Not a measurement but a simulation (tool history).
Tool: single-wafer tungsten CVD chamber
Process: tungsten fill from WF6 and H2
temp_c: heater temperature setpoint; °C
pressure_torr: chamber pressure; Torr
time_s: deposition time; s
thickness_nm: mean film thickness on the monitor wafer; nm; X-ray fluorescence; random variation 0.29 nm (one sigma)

{"run": 1, "hour": 0.0, "temp_c": 375, "pressure_torr": 47.3, "time_s": 26.4, "thickness_nm": 61.005}
{"run": 2, "hour": 8.9, "temp_c": 375, "pressure_torr": 47.3, "time_s": 26.4, "thickness_nm": 61.04}
{"run": 3, "hour": 16.3, "temp_c": 375, "pressure_torr": 47.3, "time_s": 26.4, "thickness_nm": 60.981}
{"run": 4, "hour": 24.3, "temp_c": 377, "pressure_torr": 47.3, "time_s": 26.4, "thickness_nm": 63.977}
{"run": 5, "hour": 31.1, "temp_c": 377, "pressure_torr": 47.3, "time_s": 26.4, "thickness_nm": 64.149}
{"run": 6, "hour": 38.0, "temp_c": 379, "pressure_torr": 47.3, "time_s": 26.4, "thickness_nm": 67.023}
{"run": 7, "hour": 46.4, "temp_c": 381, "pressure_torr": 47.3, "time_s": 26.4, "thickness_nm": 70.655}
{"run": 8, "hour": 49.6, "temp_c": 382, "pressure_torr": 47.3, "time_s": 26.4, "thickness_nm": 71.998}
{"run": 9, "hour": 52.5, "temp_c": 383, "pressure_torr": 47.3, "time_s": 26.4, "thickness_nm": 73.433}
{"run": 10, "hour": 59.3, "temp_c": 384, "pressure_torr": 47.3, "time_s": 26.4, "thickness_nm": 74.853}
{"run": 11, "hour": 63.2, "temp_c": 385, "pressure_torr": 47.3, "time_s": 26.4, "thickness_nm": 76.326}
{"run": 12, "hour": 68.3, "temp_c": 386, "pressure_torr": 47.3, "time_s": 26.4, "thickness_nm": 78.241}

Forecast run 13:
{"run": 13, "hour": 74.1, "temp_c": 387, "pressure_torr": 47.3, "time_s": 26.4, "thickness_nm": "?"}

{"run 13": {"thickness_nm": 81.08}}

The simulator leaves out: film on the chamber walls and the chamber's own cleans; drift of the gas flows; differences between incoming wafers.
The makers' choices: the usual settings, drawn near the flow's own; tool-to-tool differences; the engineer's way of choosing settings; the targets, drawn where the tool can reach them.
